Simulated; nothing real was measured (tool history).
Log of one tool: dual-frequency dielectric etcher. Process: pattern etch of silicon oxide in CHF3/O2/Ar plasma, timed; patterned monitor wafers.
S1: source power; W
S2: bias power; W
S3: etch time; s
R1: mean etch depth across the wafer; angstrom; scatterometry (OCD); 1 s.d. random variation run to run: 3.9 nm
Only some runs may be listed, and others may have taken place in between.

| run | hour | S1 | S2 | S3 | R1 |
|---|---|---|---|---|---|
| 1 | 0 | 780 | 221 | 430.5 | 10011 |
| 2 | 7.4 | 730 | 216 | 429.5 | 9632.4 |
| 3 | 9.2 | 630 | 216 | 429.5 | 9274.5 |
| 4 | 15.2 | 630 | 203 | 429.5 | 9183.6 |
| 5 | 17.9 | 630 | 203 | 398 | 8486.7 |
| 6 | 19.5 | 630 | 168 | 398 | 8052.3 |
| 7 | 20.8 | 660 | 172 | 399 | 8166.1 |
| 8 | 22.7 | 690 | 176 | 399.5 | 8377.8 |

Run 9, settings as shown, results not yet in. Your forecast:
| 9 | 25.1 | 710 | 179 | 400 | ? |

{"run 9": {"R1": 8437.5}}
